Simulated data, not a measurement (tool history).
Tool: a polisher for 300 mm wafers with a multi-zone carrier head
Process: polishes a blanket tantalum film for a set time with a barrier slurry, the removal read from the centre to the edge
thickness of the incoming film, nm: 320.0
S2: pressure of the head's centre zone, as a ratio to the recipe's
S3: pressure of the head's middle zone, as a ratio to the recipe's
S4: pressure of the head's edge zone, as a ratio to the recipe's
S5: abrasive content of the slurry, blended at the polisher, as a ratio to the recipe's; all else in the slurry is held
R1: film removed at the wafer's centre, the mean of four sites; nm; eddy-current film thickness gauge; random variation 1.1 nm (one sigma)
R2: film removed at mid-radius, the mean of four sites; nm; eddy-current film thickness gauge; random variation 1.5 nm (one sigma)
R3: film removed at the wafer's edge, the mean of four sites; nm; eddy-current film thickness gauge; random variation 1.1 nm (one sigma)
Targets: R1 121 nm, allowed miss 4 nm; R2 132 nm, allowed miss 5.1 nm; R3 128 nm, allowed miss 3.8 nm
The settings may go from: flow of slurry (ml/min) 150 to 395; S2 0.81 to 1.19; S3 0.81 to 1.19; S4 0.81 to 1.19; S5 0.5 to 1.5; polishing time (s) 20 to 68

run 1 hour=0 | flow_of_slurry_(ml/min)=250 S2=1 S3=1 S4=1 S5=1 polishing_time_(s)=44 | R1=87.5 R2=88.738 R3=88.831
run 2 hour=4.9 | flow_of_slurry_(ml/min)=250 S2=1 S3=1.06 S4=1 S5=1 polishing_time_(s)=44 | R1=86.406 R2=90.82 R3=87.815
run 3 hour=11.3 | flow_of_slurry_(ml/min)=260 S2=1 S3=1.08 S4=1.03 S5=1.1 polishing_time_(s)=46 | R1=93.001 R2=98.92 R3=95.113
run 4 hour=17.7 | flow_of_slurry_(ml/min)=260 S2=1.08 S3=1.08 S4=1.03 S5=1.1 polishing_time_(s)=46 | R1=97.495 R2=101.13 R3=97.055
run 5 hour=18.5 | flow_of_slurry_(ml/min)=290 S2=1.08 S3=1.08 S4=1.03 S5=1.1 polishing_time_(s)=46 | R1=98.393 R2=102.96 R3=98.007
run 6 hour=23.7 | flow_of_slurry_(ml/min)=300 S2=1.09 S3=1.09 S4=1.06 S5=1.2 polishing_time_(s)=47 | R1=103.51 R2=105.79 R3=103.38
run 7 hour=24.6 | flow_of_slurry_(ml/min)=305 S2=1.08 S3=1.11 S4=1.08 S5=1.25 polishing_time_(s)=49 | R1=107.12 R2=113.73 R3=110.71
-- hour=26 worn pad replaced by a new one
run 8 hour=26 | flow_of_slurry_(ml/min)=305 S2=1.08 S3=1.11 S4=1.08 S5=1.25 polishing_time_(s)=49 | R1=118.56 R2=123.75 R3=120
run 9 hour=30.7 | flow_of_slurry_(ml/min)=310 S2=1.07 S3=1.12 S4=1.09 S5=1.25 polishing_time_(s)=49 | R1=120.95 R2=126.67 R3=120.25

Which of these 4 next moves meets every target?
run A hour=35.4 | flow_of_slurry_(ml/min)=360 S2=1.19 S3=1.1 S4=1.13 S5=1.25 polishing_time_(s)=45 | R1=? R2=? R3=?
run B hour=35.4 | flow_of_slurry_(ml/min)=235 S2=0.82 S3=0.98 S4=1.05 S5=1.5 polishing_time_(s)=55 | R1=? R2=? R3=?
run C hour=35.4 | flow_of_slurry_(ml/min)=225 S2=0.97 S3=1.09 S4=1.04 S5=1.45 polishing_time_(s)=52 | R1=? R2=? R3=?
run D hour=35.4 | flow_of_slurry_(ml/min)=370 S2=1.14 S3=1.04 S4=1.19 S5=1.35 polishing_time_(s)=48 | R1=? R2=? R3=?

move=A R1=119.5 R2=116.01 R3=113.43
move=B R1=120.05 R2=130.08 R3=136.22
move=C R1=122.65 R2=133.19 R3=126.8
move=D R1=126.68 R2=120.25 R3=126.74
A: further off than the last run
B: takes the result that was furthest off past its target
C: meets every target
D: brings the result that was furthest off to its target, and leaves another outside
Move C is the one to make.
